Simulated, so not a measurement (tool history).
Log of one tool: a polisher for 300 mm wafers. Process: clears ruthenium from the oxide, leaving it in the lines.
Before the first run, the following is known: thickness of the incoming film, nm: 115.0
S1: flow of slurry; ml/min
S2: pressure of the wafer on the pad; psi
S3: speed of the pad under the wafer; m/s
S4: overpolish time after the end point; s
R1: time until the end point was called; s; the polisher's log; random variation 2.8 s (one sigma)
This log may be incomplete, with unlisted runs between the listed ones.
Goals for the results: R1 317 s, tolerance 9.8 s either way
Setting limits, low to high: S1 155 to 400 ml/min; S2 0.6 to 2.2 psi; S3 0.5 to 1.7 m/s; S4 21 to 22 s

run	hour	S1	S2	S3	S4	R1
1	0	255	1.4	1.1	21	150.59
2	1.5	255	1.3	1.08	21	161.44
3	2.3	255	1.3	1.08	22	163.16
4	8.9	255	1.2	1.04	22	181.89
5	15.6	255	1.1	1.02	22	200.6
6	16.4	255	1	1	22	227.86
7	19.7	255	0.9	1	22	253.64
8	23.5	250	0.8	1	22	279.64
9	25.6	245	0.8	1	22	283.65
10	34.6	235	0.8	1	22	278.72

Which one of the following 4 next-run settings gets every result inside its allowed miss? There is exactly one.
A	43.6	255	0.9	0.84	22	?
B	43.6	230	0.8	0.96	22	?
C	43.6	195	0.7	1.02	22	?
D	43.6	220	0.8	0.96	22	?

move	R1
A	295.84
B	294.05
C	320.56
D	295.47
A: closes in on the targets versus the last run, not all within tolerance yet
B: closes in on the targets versus the last run, not all within tolerance yet
C: meets every target
D: closes in on the targets versus the last run, not all within tolerance yet
The move that meets every target is C.
